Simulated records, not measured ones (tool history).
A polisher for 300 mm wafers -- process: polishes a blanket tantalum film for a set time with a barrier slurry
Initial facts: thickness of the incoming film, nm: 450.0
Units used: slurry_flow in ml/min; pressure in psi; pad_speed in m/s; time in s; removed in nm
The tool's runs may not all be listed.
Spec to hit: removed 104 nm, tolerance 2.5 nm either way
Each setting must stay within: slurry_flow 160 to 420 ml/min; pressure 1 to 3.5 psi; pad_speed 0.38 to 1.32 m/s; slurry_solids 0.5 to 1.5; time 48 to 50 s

| run | hour | slurry_flow | pressure | pad_speed | slurry_solids | time | removed |
|---|---|---|---|---|---|---|---|
| 1 | 0 | 270 | 2.2 | 0.84 | 1 | 48 | 89.179 |
| 2 | 7.8 | 270 | 1.9 | 0.84 | 1 | 48 | 81.041 |
| 3 | 12.2 | 275 | 2.1 | 0.84 | 1 | 48 | 85.499 |
| 4 | 16.5 | 275 | 1.7 | 0.84 | 1 | 48 | 76.107 |
| 5 | 17.5 | 275 | 1.7 | 0.66 | 1 | 48 | 63.299 |
| 6 | 21.7 | 225 | 1.7 | 0.66 | 1 | 48 | 62.512 |
| 7 | 26.6 | 225 | 2.2 | 0.66 | 1 | 48 | 73.644 |
| 8 | 34.6 | 225 | 2.5 | 0.66 | 1 | 48 | 80.643 |
| 9 | 43.2 | 225 | 2.8 | 0.66 | 1 | 48 | 86.426 |

5 candidate next runs follow, results not yet known. Just one meets every target within its allowed miss. Identify it.
| A | 51.8 | 240 | 2.6 | 0.6 | 0.9 | 48 | ? |
| B | 51.8 | 220 | 3.4 | 0.74 | 1 | 49 | ? |
| C | 51.8 | 270 | 3.4 | 0.66 | 1.1 | 48 | ? |
| D | 51.8 | 265 | 3.1 | 0.74 | 1.2 | 50 | ? |
| E | 51.8 | 160 | 2.7 | 0.54 | 0.8 | 48 | ? |

| move | removed |
|---|---|
| A | 76.242 |
| B | 109.77 |
| C | 103.58 |
| D | 110.85 |
| E | 67.595 |
A: moves away from the targets compared with the last run
B: the result that was furthest off in the last run now lies on the other side of its target
C: in spec on every target
D: the result that was furthest off in the last run now lies on the other side of its target
E: moves away from the targets compared with the last run
The right move is C.

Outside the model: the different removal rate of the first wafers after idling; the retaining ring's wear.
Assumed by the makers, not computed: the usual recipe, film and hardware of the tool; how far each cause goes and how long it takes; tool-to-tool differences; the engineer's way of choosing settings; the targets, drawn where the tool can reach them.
